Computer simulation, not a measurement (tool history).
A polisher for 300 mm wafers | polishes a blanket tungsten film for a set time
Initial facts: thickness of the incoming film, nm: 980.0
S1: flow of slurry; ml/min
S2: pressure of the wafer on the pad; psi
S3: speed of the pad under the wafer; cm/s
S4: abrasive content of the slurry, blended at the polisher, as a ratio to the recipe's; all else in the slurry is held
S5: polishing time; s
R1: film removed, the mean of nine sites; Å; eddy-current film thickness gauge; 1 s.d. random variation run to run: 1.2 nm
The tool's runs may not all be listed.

{"run": 1, "day": 0.0, "S1": 310, "S2": 4.7, "S3": 84, "S4": 1, "S5": 38, "R1": 1631}
{"run": 2, "day": 0.325, "S1": 345, "S2": 4.7, "S3": 84, "S4": 1, "S5": 38, "R1": 1598.1}
{"run": 3, "day": 0.367, "S1": 345, "S2": 4, "S3": 82, "S4": 1, "S5": 38, "R1": 1328.9}
{"run": 4, "day": 0.729, "S1": 310, "S2": 4, "S3": 82, "S4": 1, "S5": 38, "R1": 1385}
{"run": 5, "day": 0.904, "S1": 315, "S2": 3.4, "S3": 80, "S4": 1, "S5": 38, "R1": 1082.3}
{"run": 6, "day": 1.017, "S1": 315, "S2": 3, "S3": 80, "S4": 1, "S5": 38, "R1": 988.37}
{"run": 7, "day": 1.075, "S1": 315, "S2": 2.8, "S3": 80, "S4": 1, "S5": 38, "R1": 910.69}
{"run": 8, "day": 1.154, "S1": 315, "S2": 2.7, "S3": 80, "S4": 1, "S5": 38, "R1": 906.98}
{"run": 9, "day": 1.262, "S1": 315, "S2": 2.3, "S3": 80, "S4": 1, "S5": 38, "R1": 776.59}
{"run": 10, "day": 1.525, "S1": 315, "S2": 2.3, "S3": 80, "S4": 1, "S5": 38, "R1": 783.45}

What will run 11 give?
{"run": 11, "day": 1.7, "S1": 315, "S2": 2.7, "S3": 80, "S4": 1, "S5": 38, "R1": "?"}

{"run 11": {"R1": 898.14}}
